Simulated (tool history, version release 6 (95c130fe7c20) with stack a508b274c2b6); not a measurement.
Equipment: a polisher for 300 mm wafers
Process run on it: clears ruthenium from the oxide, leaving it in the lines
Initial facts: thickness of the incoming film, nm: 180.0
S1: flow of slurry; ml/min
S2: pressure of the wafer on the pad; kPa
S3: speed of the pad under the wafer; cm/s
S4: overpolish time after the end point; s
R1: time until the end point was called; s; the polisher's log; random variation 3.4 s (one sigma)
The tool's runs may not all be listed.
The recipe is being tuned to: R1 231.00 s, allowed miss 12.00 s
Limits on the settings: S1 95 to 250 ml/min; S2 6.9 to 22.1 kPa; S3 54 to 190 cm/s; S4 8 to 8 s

{"run": 1, "hour": 0.0, "S1": 160, "S2": 14.5, "S3": 122, "S4": 8, "R1": 146.4}
{"run": 2, "hour": 3.2, "S1": 160, "S2": 13.8, "S3": 122, "S4": 8, "R1": 150.95}
{"run": 3, "hour": 3.7, "S1": 160, "S2": 13.1, "S3": 122, "S4": 8, "R1": 159.6}
{"run": 4, "hour": 7.3, "S1": 160, "S2": 12.4, "S3": 122, "S4": 8, "R1": 169.17}
{"run": 5, "hour": 14.4, "S1": 160, "S2": 14.5, "S3": 122, "S4": 8, "R1": 143.03}
{"run": 6, "hour": 20.2, "S1": 160, "S2": 13.8, "S3": 122, "S4": 8, "R1": 152.18}
{"run": 7, "hour": 28.3, "S1": 160, "S2": 13.1, "S3": 122, "S4": 8, "R1": 155.7}
{"run": 8, "hour": 36.0, "S1": 160, "S2": 12.4, "S3": 122, "S4": 8, "R1": 167.5}
{"run": 9, "hour": 40.8, "S1": 155, "S2": 8.3, "S3": 118, "S4": 8, "R1": 256.83}

Consider the 5 candidate settings below. Which is the only one whose results all fall within their allowed miss of target?
{"run": "A", "hour": 45.6, "S1": 145, "S2": 7.6, "S3": 116, "S4": 8, "R1": "?"}
{"run": "B", "hour": 45.6, "S1": 160, "S2": 7.6, "S3": 112, "S4": 8, "R1": "?"}
{"run": "C", "hour": 45.6, "S1": 155, "S2": 6.9, "S3": 130, "S4": 8, "R1": "?"}
{"run": "D", "hour": 45.6, "S1": 185, "S2": 6.9, "S3": 116, "S4": 8, "R1": "?"}
{"run": "E", "hour": 45.6, "S1": 140, "S2": 11.0, "S3": 96, "S4": 8, "R1": "?"}

move=A R1=283.51
move=B R1=285.63
move=C R1=280.79
move=D R1=297.14
move=E R1=229.40
A: the biggest miss grows against the last run
B: the biggest miss grows against the last run
C: the biggest miss grows against the last run
D: the biggest miss grows against the last run
E: each result inside its tolerance
Move E is the one to make.
